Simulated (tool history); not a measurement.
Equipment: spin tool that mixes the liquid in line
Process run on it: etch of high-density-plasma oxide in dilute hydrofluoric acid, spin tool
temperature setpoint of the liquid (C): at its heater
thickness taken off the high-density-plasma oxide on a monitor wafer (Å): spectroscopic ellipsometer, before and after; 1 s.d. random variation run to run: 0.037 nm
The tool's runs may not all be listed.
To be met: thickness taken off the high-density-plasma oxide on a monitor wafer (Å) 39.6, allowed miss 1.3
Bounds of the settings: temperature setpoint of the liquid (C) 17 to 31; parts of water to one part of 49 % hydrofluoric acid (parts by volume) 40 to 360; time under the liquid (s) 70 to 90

run	day	temperature setpoint of the liquid (C)	parts of water to one part of 49 % hydrofluoric acid (parts by volume)	time under the liquid (s)	thickness taken off the high-density-plasma oxide on a monitor wafer (Å)
1	0	23	200	90	33.086
2	0.192	23	265	90	23.168
3	0.35	23	230	90	27.436
4	0.479	19.5	230	90	24.116
5	0.512	22.5	225	90	27.626
6	0.712	24.5	220	90	30.779
# day 0.733: hydrofluoric acid flow meter replaced
7	0.733	28.5	215	90	34.12
8	0.938	29	210	90	35.195

Below are 4 possible settings for the next run. Only one of them brings all results inside the allowed miss of their targets. Which is it?
A	1.142	28.5	180	70	?
B	1.142	27.5	170	90	?
C	1.142	30	160	70	?
D	1.142	31	190	90	?

move	thickness taken off the high-density-plasma oxide on a monitor wafer (Å)
A	32.824
B	43.631
C	39.946
D	43.105
A: lands further from the targets than the last run did
B: the result that was furthest off in the last run now lies on the other side of its target
C: in spec on every target
D: the result that was furthest off in the last run now lies on the other side of its target
C is the move that brings every result within its allowed miss.
